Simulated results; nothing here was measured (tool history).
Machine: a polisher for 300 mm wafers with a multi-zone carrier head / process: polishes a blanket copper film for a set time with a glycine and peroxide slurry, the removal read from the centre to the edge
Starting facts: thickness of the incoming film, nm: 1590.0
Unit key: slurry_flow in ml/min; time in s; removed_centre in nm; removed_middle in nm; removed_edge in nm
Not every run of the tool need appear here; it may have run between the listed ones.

run 1 hour=0 | slurry_flow=320 centre_zone=1 middle_zone=1 edge_zone=1 time=46 | removed_centre=193.28 removed_middle=194.45 removed_edge=193.17
run 2 hour=4.3 | slurry_flow=320 centre_zone=0.99 middle_zone=0.99 edge_zone=0.98 time=44 | removed_centre=181.41 removed_middle=187.48 removed_edge=186.51
run 3 hour=13.4 | slurry_flow=320 centre_zone=1 middle_zone=0.99 edge_zone=0.98 time=42 | removed_centre=176.98 removed_middle=177.13 removed_edge=172.57
run 4 hour=21.3 | slurry_flow=320 centre_zone=0.93 middle_zone=0.99 edge_zone=0.98 time=42 | removed_centre=165.66 removed_middle=175.97 removed_edge=180.28
run 5 hour=24.1 | slurry_flow=320 centre_zone=0.93 middle_zone=0.99 edge_zone=0.98 time=53 | removed_centre=205.08 removed_middle=225.88 removed_edge=219.78
run 6 hour=32.3 | slurry_flow=320 centre_zone=0.93 middle_zone=0.99 edge_zone=0.98 time=42 | removed_centre=163.49 removed_middle=177.25 removed_edge=175.92
run 7 hour=34.1 | slurry_flow=320 centre_zone=0.94 middle_zone=0.98 edge_zone=0.96 time=41 | removed_centre=162.24 removed_middle=173.47 removed_edge=170.21
run 8 hour=38.4 | slurry_flow=320 centre_zone=0.94 middle_zone=0.96 edge_zone=0.95 time=40 | removed_centre=157.23 removed_middle=164.5 removed_edge=167.1

Run 9 is up next; what results do you expect?
run 9 hour=41.2 | slurry_flow=320 centre_zone=0.95 middle_zone=0.95 edge_zone=0.93 time=39 | removed_centre=? removed_middle=? removed_edge=?

Run 9 measured removed_centre 158.04 nm, removed_middle 161.52 nm, removed_edge 160.84 nm.

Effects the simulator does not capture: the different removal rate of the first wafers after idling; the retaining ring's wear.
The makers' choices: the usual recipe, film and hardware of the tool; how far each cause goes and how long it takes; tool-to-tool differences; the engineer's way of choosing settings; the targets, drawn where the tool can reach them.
